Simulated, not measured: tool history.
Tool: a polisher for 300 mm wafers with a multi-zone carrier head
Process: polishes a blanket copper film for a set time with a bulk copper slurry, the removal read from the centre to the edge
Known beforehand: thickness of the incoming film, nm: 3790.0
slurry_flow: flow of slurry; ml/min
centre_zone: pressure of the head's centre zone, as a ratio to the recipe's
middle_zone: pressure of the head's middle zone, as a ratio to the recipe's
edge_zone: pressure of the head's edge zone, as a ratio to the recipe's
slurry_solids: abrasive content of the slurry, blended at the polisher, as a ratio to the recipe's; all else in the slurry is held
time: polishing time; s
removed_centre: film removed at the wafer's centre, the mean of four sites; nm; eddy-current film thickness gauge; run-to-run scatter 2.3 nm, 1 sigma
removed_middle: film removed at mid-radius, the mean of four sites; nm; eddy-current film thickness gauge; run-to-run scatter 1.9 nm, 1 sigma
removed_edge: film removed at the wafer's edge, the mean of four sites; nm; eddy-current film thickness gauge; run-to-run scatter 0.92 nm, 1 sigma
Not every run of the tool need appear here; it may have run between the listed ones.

run 1 hour=0.0 | slurry_flow=300 centre_zone=1.00 middle_zone=1.00 edge_zone=1.00 slurry_solids=1.0 time=63 | removed_centre=263.57 removed_middle=272.13 removed_edge=266.21
run 2 hour=3.8 | slurry_flow=300 centre_zone=1.00 middle_zone=1.00 edge_zone=1.00 slurry_solids=0.8 time=63 | removed_centre=258.45 removed_middle=261.67 removed_edge=251.93
run 3 hour=11.9 | slurry_flow=300 centre_zone=0.96 middle_zone=1.00 edge_zone=1.00 slurry_solids=0.8 time=63 | removed_centre=244.46 removed_middle=257.29 removed_edge=253.38
run 4 hour=14.0 | slurry_flow=265 centre_zone=0.96 middle_zone=1.00 edge_zone=1.00 slurry_solids=0.8 time=63 | removed_centre=240.51 removed_middle=251.85 removed_edge=248.81
run 5 hour=22.3 | slurry_flow=265 centre_zone=0.96 middle_zone=1.00 edge_zone=1.00 slurry_solids=0.8 time=73 | removed_centre=278.53 removed_middle=296.95 removed_edge=289.62
run 6 hour=26.0 | slurry_flow=265 centre_zone=1.02 middle_zone=1.00 edge_zone=1.00 slurry_solids=0.8 time=73 | removed_centre=301.38 removed_middle=294.40 removed_edge=289.73
run 7 hour=28.2 | slurry_flow=250 centre_zone=1.02 middle_zone=0.97 edge_zone=0.97 slurry_solids=0.7 time=63 | removed_centre=242.36 removed_middle=237.99 removed_edge=236.58
run 8 hour=35.1 | slurry_flow=255 centre_zone=1.12 middle_zone=0.87 edge_zone=0.87 slurry_solids=0.5 time=45 | removed_centre=177.47 removed_middle=144.66 removed_edge=152.89

The next listed run, before its measurement:
run 9 hour=42.0 | slurry_flow=250 centre_zone=1.11 middle_zone=0.86 edge_zone=0.86 slurry_solids=0.5 time=44 | removed_centre=? removed_middle=? removed_edge=?

Run 9 yielded removed_centre 168.48 nm, removed_middle 144.61 nm, removed_edge 146.87 nm.
